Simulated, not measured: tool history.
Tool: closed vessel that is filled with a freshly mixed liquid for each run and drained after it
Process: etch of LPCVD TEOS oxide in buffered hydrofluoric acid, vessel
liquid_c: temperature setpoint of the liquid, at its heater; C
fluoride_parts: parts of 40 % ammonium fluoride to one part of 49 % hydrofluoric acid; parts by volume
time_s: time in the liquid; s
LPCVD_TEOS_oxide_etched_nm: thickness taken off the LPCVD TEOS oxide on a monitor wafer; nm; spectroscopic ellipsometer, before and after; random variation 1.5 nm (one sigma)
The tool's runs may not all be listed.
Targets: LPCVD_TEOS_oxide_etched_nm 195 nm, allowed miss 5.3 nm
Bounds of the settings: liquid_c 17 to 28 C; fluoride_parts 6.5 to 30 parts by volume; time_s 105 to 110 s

run,hour,liquid_c,fluoride_parts,time_s,LPCVD_TEOS_oxide_etched_nm
1,0,20,18.5,105,241.37
2,6.4,19.5,18.5,105,233.28
3,13.1,19,18.5,105,221.27
4,19.9,19,18.5,105,224.31
5,28.2,21.5,18.5,105,263.01
6,34.4,21,18.5,105,251.78
7,37.5,20.5,18.5,105,239.98
8,43.6,17,18.5,105,202.94

Which of these 4 next moves meets every target?
A,49.7,20,23.5,105,?
B,49.7,17.5,19,110,?
C,49.7,18,19.5,110,?
D,49.7,18.5,19.5,105,?

move,LPCVD_TEOS_oxide_etched_nm
A,198.28
B,212.02
C,212.62
D,208.8
A: meets every target
B: further off than the last run
C: further off than the last run
D: further off than the last run
Move A is the one to make.

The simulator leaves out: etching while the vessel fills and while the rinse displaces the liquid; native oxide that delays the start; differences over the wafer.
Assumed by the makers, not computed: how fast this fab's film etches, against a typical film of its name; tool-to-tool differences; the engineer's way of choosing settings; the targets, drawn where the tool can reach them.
